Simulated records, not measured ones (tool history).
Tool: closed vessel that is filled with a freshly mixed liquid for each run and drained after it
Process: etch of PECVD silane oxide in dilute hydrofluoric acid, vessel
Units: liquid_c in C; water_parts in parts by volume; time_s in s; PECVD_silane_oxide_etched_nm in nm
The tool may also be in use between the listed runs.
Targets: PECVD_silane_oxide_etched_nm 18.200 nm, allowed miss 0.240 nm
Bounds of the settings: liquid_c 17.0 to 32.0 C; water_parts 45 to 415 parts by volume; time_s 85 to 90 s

| run | hour | liquid_c | water_parts | time_s | PECVD_silane_oxide_etched_nm |
|---|---|---|---|---|---|
| 1 | 0.0 | 24.0 | 230 | 85 | 16.747 |
| 2 | 1.3 | 24.0 | 230 | 85 | 16.893 |
| 3 | 9.6 | 24.0 | 260 | 85 | 14.442 |
| 4 | 15.8 | 24.0 | 260 | 90 | 15.222 |
| 5 | 17.0 | 25.0 | 260 | 90 | 15.928 |
| 6 | 25.4 | 25.0 | 260 | 90 | 15.884 |
| 7 | 30.1 | 26.0 | 260 | 90 | 16.415 |
| 8 | 39.3 | 27.0 | 260 | 90 | 16.946 |
| 9 | 41.0 | 27.5 | 260 | 90 | 17.323 |
| 10 | 47.0 | 28.0 | 260 | 90 | 17.601 |
| 11 | 54.6 | 28.5 | 260 | 90 | 17.876 |

Which of these 4 next moves meets every target?
| A | 62.2 | 26.5 | 250 | 90 | ? |
| B | 62.2 | 32.0 | 290 | 90 | ? |
| C | 62.2 | 29.5 | 270 | 90 | ? |
| D | 62.2 | 28.5 | 245 | 85 | ? |

| move | PECVD_silane_oxide_etched_nm |
|---|---|
| A | 17.610 |
| B | 17.423 |
| C | 17.658 |
| D | 18.280 |
A: further off than the last run
B: further off than the last run
C: further off than the last run
D: meets every target
Move D is the one to make.
